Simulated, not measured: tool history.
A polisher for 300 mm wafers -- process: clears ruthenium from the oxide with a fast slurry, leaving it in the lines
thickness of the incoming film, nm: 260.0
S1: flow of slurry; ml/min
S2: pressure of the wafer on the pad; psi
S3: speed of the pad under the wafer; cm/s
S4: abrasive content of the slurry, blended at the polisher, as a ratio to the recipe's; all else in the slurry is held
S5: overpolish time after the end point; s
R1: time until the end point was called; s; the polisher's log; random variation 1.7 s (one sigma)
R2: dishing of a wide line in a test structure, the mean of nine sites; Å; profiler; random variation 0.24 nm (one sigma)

run,day,S1,S2,S3,S4,S5,R1,R2
1,0,295,3.1,78,1,13,85.326,270.79
2,0.025,295,3.1,78,1.1,13,84.222,276.79
3,0.092,295,3.1,78,1.1,17,83.39,338.99
4,0.171,295,2.7,76,1.1,14,99.075,261.89
5,0.421,295,2.4,76,1.1,11,109.32,196.57
6,0.662,250,2.4,76,1.1,11,112.89,198.06

The next listed run, before its measurement:
7,0.8,255,2.2,76,1.1,10,?,?

R1: 119.99 s
R2: 169.9 Å

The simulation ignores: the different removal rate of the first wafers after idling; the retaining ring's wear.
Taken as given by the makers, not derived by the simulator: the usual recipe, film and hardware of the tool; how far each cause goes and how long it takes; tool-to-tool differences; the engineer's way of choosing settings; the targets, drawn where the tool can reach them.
